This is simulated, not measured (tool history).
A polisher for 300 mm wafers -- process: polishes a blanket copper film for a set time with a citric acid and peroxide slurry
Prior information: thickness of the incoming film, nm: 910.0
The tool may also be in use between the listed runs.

| run | hour | flow of slurry (ml/min) | pressure of the wafer on the pad (kPa) | speed of the pad under the wafer (cm/s) | abrasive content of the slurry | polishing time (s) | film removed (nm) |
|---|---|---|---|---|---|---|---|
| 1 | 0 | 155 | 18.6 | 76 | 1 | 49 | 67.5 |
| 2 | 3.7 | 130 | 18.6 | 76 | 1 | 49 | 65.261 |
| 3 | 12.7 | 130 | 17.9 | 76 | 1 | 49 | 62.836 |
| 4 | 17.3 | 130 | 17.9 | 88 | 1 | 49 | 71.44 |
| 5 | 20.6 | 105 | 17.9 | 88 | 1 | 49 | 66.518 |
| 6 | 21.5 | 105 | 17.2 | 88 | 1 | 49 | 64.199 |

What does the tool deliver on the next run?
| 7 | 29.8 | 105 | 16.5 | 88 | 1 | 49 | ? |

{"run 7": {"film removed (nm)": 61.504}}
